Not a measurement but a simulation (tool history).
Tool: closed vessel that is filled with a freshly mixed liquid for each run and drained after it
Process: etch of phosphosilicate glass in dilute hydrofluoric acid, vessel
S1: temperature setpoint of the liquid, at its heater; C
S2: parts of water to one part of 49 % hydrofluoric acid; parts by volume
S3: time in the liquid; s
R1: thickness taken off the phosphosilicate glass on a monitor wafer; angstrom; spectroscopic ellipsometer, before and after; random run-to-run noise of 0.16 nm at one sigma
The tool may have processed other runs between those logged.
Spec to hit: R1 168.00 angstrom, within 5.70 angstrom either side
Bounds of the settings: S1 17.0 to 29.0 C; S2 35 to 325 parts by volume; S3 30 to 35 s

{"run": 1, "day": 0.0, "S1": 21.0, "S2": 180, "S3": 35, "R1": 121.69}
{"run": 2, "day": 0.229, "S1": 23.5, "S2": 175, "S3": 35, "R1": 139.5}
{"run": 3, "day": 0.25, "S1": 25.0, "S2": 175, "S3": 35, "R1": 146.03}
{"run": 4, "day": 0.308, "S1": 26.0, "S2": 175, "S3": 35, "R1": 151.31}
{"run": 5, "day": 0.583, "S1": 26.0, "S2": 215, "S3": 35, "R1": 117.01}
{"run": 6, "day": 0.679, "S1": 27.0, "S2": 200, "S3": 35, "R1": 136.41}
{"run": 7, "day": 0.9, "S1": 27.5, "S2": 195, "S3": 35, "R1": 139.96}
{"run": 8, "day": 1.217, "S1": 28.0, "S2": 190, "S3": 35, "R1": 150.25}
{"run": 9, "day": 1.517, "S1": 28.0, "S2": 190, "S3": 35, "R1": 146.53}
{"run": 10, "day": 1.679, "S1": 28.5, "S2": 185, "S3": 35, "R1": 156.25}
{"run": 11, "day": 1.783, "S1": 28.5, "S2": 180, "S3": 35, "R1": 158.68}

5 next moves are on the table. One of them brings every result within its allowed miss. Which?
{"run": "A", "day": 1.888, "S1": 29.0, "S2": 175, "S3": 30, "R1": "?"}
{"run": "B", "day": 1.888, "S1": 29.0, "S2": 190, "S3": 35, "R1": "?"}
{"run": "C", "day": 1.888, "S1": 28.5, "S2": 185, "S3": 35, "R1": "?"}
{"run": "D", "day": 1.888, "S1": 28.0, "S2": 150, "S3": 30, "R1": "?"}
{"run": "E", "day": 1.888, "S1": 29.0, "S2": 180, "S3": 30, "R1": "?"}

move=A R1=145.81
move=B R1=153.82
move=C R1=156.15
move=D R1=169.26
move=E R1=140.88
A: lands further from the targets than the last run did
B: lands further from the targets than the last run did
C: lands further from the targets than the last run did
D: hits every target within its allowed miss
E: lands further from the targets than the last run did
D meets every target.
